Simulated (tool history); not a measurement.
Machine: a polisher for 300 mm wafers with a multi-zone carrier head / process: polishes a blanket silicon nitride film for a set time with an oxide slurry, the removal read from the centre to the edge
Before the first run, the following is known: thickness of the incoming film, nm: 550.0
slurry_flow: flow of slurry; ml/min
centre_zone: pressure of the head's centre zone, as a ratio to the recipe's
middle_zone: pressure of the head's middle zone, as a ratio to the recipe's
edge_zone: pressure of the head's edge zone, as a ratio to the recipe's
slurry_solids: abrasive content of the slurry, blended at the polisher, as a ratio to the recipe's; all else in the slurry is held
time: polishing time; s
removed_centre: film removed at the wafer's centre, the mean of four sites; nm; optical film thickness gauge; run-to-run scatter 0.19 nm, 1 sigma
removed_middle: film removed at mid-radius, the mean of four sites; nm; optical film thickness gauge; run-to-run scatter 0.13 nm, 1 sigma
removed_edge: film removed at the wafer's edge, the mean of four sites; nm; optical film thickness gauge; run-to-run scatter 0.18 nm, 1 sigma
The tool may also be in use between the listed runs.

run  hour  slurry_flow  centre_zone  middle_zone  edge_zone  slurry_solids  time  removed_centre  removed_middle  removed_edge
  1   0.0          260         1.00         1.00       1.00           1.00    43          33.741          32.268        32.648
  2   6.9          235         1.00         1.00       1.00           1.00    43          32.453          31.819        31.829
  3  12.7          255         1.00         1.00       1.00           1.00    43          33.009          32.037        32.432
  4  20.6          285         1.00         1.00       1.00           1.00    43          33.178          33.008        32.730
  5  22.0          285         1.00         1.00       1.00           1.00    35          27.104          26.595        26.649
  6  27.8          285         1.00         1.00       1.00           1.15    35          28.946          28.421        28.370

What does the tool deliver on the next run?
  7  28.4          260         0.95         0.90       0.90           0.90    34               ?               ?             ?

removed_centre: 23.349 nm
removed_middle: 22.240 nm
removed_edge: 23.291 nm
